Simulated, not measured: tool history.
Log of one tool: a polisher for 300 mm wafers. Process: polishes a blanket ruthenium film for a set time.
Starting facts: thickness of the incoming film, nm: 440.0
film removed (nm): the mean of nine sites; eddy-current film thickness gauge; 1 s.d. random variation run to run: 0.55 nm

run    day  flow of slurry (ml/min)  pressure of the wafer on the pad (kPa)  speed of the pad under the wafer (m/s)  polishing time (s)  film removed (nm)
  1      0                      180                                    11.7                                    0.98                  44             37.234
  2  0.371                      185                                    13.1                                    0.98                  44              40.02
  3  0.512                      185                                    13.1                                    0.88                  44             36.881
  4  0.738                      185                                    15.2                                     0.9                  44             41.885
  5  0.867                      190                                    16.5                                    0.94                  44              45.91
  6  1.079                      190                                    16.5                                    0.94                  44             46.132
  7  1.383                      190                                    17.2                                    0.98                  44              48.49

Run 8 has not been measured yet. What should we expect?
  8  1.692                      190                                    17.9                                    1.04                  44                  ?

{"run 8": {"film removed (nm)": 51.835}}
